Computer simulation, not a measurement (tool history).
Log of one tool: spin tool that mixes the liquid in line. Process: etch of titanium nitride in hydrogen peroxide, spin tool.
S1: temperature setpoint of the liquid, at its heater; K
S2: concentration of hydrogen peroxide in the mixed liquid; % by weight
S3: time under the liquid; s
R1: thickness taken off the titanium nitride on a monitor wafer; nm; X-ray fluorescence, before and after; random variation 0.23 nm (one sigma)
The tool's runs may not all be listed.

Run 1, hour 0.0: S1 329.15 K, S2 22.5 % by weight, S3 265 s. Result: R1 28.928 nm.
Run 2, hour 8.3: S1 329.15 K, S2 22.5 % by weight, S3 265 s. Result: R1 29.033 nm.
Run 3, hour 16.0: S1 326.15 K, S2 22.5 % by weight, S3 265 s. Result: R1 23.637 nm.
Run 4, hour 22.4: S1 328.65 K, S2 22.5 % by weight, S3 265 s. Result: R1 28.199 nm.
Run 5, hour 23.3: S1 330.65 K, S2 22.5 % by weight, S3 265 s. Result: R1 32.225 nm.
Run 6, hour 25.7: S1 333.15 K, S2 22.5 % by weight, S3 265 s. Result: R1 38.026 nm.
At hour 31.5: peroxide flow meter replaced.
Run 7, hour 31.5: S1 334.15 K, S2 22.5 % by weight, S3 265 s. Result: R1 40.465 nm.
Run 8, hour 39.5: S1 335.15 K, S2 22.5 % by weight, S3 265 s. Result: R1 43.494 nm.

Forecast run 9:
Run 9, hour 46.6: S1 338.65 K, S2 22.5 % by weight, S3 265 s. Result: R1 ?.

{"run 9": {"R1": 54.481}}
